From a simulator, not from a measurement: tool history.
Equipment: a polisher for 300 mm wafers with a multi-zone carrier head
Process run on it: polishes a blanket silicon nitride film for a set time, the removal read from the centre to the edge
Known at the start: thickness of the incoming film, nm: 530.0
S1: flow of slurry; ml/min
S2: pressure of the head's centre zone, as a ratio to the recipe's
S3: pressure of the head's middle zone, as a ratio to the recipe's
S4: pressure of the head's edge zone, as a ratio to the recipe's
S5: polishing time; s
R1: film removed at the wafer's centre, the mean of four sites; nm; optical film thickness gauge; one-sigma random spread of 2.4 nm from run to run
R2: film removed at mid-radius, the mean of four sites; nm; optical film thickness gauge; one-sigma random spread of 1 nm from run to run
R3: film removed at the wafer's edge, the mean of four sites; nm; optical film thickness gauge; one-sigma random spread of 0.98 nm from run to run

| run | hour | S1 | S2 | S3 | S4 | S5 | R1 | R2 | R3 |
|---|---|---|---|---|---|---|---|---|---|
| 1 | 0 | 230 | 1 | 1 | 1 | 79 | 127.22 | 126.45 | 124.8 |
| 2 | 3.9 | 175 | 1 | 1 | 1 | 79 | 117.09 | 119.95 | 118.19 |
| 3 | 9.4 | 175 | 1 | 1 | 1 | 98 | 147.87 | 147.81 | 148.27 |
| 4 | 14.8 | 175 | 1 | 1 | 0.94 | 98 | 144.5 | 146.46 | 142.96 |
| 5 | 18.6 | 200 | 1.01 | 1.01 | 0.94 | 98 | 151.16 | 153.43 | 147.22 |
| 6 | 19.1 | 200 | 1.01 | 1.01 | 0.94 | 89 | 136.95 | 140.51 | 134.56 |
|  | 20.5 | slurry nozzle cleaned |
| 7 | 20.5 | 235 | 1.02 | 1.01 | 0.95 | 89 | 155.42 | 151.79 | 142.69 |
| 8 | 21.4 | 245 | 1.02 | 1.01 | 0.97 | 89 | 156.89 | 151.67 | 146.01 |

For run 9, what comes out?
| 9 | 23.2 | 245 | 1.02 | 1.01 | 0.97 | 89 | ? | ? | ? |

R1: 154.66 nm
R2: 151.08 nm
R3: 142.98 nm
